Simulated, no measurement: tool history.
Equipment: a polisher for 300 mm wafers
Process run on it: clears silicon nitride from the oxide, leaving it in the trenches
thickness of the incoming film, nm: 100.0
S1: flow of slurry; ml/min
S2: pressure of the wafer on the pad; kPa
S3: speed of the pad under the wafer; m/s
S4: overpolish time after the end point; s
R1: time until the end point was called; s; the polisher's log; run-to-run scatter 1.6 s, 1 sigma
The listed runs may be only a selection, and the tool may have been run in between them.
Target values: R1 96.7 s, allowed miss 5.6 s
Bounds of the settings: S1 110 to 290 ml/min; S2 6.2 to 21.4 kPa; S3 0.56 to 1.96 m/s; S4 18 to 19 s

run	hour	S1	S2	S3	S4	R1
1	0	185	13.8	1.26	18	131.14
2	5.7	185	13.8	1.26	18	132.06
3	13.2	185	14.5	1.26	18	124.89
4	17.4	185	14.5	1.26	19	125.95
5	18.5	185	14.5	1.26	19	129.8
6	27.2	185	14.5	0.98	19	163.48
7	31.6	185	15.9	1	19	147.99
8	38.2	185	17.2	1.02	19	130.75
9	44.6	185	21.4	1.06	19	106.48
10	48.6	185	21.4	1.08	19	104.08

Of the 4 settings listed for the next run, only one would bring every result within its allowed miss of target. Which one?
A	52.6	185	19.3	1.06	18	?
B	52.6	210	20	1.22	19	?
C	52.6	175	21.4	1	18	?
D	52.6	120	21.4	1.1	18	?

move	R1
A	116.69
B	96.805
C	113.33
D	111.86
A: further off than the last run
B: all results in spec
C: further off than the last run
D: further off than the last run
Go with B: it meets all targets.
